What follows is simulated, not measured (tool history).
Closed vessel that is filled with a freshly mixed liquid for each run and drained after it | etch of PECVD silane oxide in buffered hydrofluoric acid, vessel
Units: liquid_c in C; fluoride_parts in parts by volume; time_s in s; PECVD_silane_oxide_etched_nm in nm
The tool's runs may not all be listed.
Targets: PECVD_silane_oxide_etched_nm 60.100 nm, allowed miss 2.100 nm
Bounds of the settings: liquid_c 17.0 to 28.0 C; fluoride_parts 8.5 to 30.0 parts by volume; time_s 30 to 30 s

run,day,liquid_c,fluoride_parts,time_s,PECVD_silane_oxide_etched_nm
1,0.000,20.0,23.5,30,31.000
2,0.204,23.0,23.5,30,35.539
3,0.371,23.5,22.5,30,38.710
4,0.667,23.5,25.0,30,35.640
5,0.929,23.5,25.0,30,35.308
6,1.162,23.5,19.0,30,43.089
7,1.388,23.5,19.0,30,43.326
8,1.429,24.0,18.5,30,45.857
9,1.746,24.5,18.5,30,47.699
10,2.008,25.0,18.5,30,48.871

4 next moves are on the table. One of them brings every result within its allowed miss. Which?
A,2.271,24.5,13.0,30,?
B,2.271,24.5,13.5,30,?
C,2.271,23.5,13.0,30,?
D,2.271,23.0,13.5,30,?

move,PECVD_silane_oxide_etched_nm
A,66.760
B,64.336
C,63.214
D,59.270
A: takes the result that was furthest off past its target
B: takes the result that was furthest off past its target
C: takes the result that was furthest off past its target
D: meets every target
The right move is D.

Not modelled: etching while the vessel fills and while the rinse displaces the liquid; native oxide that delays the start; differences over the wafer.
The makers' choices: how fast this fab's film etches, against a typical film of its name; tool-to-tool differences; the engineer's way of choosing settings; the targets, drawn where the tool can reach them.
